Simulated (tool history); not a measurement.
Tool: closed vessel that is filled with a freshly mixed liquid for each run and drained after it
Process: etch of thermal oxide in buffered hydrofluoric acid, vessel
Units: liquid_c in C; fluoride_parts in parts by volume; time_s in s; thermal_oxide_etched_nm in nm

Run 1, hour 0: liquid_c 24 C, fluoride_parts 20.5 parts by volume, time_s 100 s. Result: thermal_oxide_etched_nm 59.259 nm.
Run 2, hour 7.7: liquid_c 25 C, fluoride_parts 20.5 parts by volume, time_s 100 s. Result: thermal_oxide_etched_nm 62.273 nm.
Run 3, hour 11.6: liquid_c 25 C, fluoride_parts 24 parts by volume, time_s 100 s. Result: thermal_oxide_etched_nm 55.811 nm.
Run 4, hour 17.3: liquid_c 26.5 C, fluoride_parts 24 parts by volume, time_s 100 s. Result: thermal_oxide_etched_nm 60.25 nm.
Run 5, hour 21.3: liquid_c 27.5 C, fluoride_parts 24 parts by volume, time_s 100 s. Result: thermal_oxide_etched_nm 64.469 nm.
Run 6, hour 25.7: liquid_c 28 C, fluoride_parts 24 parts by volume, time_s 100 s. Result: thermal_oxide_etched_nm 65.948 nm.

Run 7 comes next. What will it give?
Run 7, hour 33.9: liquid_c 28.5 C, fluoride_parts 24 parts by volume, time_s 100 s. Result: thermal_oxide_etched_nm ?.

Run 7 gave thermal_oxide_etched_nm 66.836 nm.

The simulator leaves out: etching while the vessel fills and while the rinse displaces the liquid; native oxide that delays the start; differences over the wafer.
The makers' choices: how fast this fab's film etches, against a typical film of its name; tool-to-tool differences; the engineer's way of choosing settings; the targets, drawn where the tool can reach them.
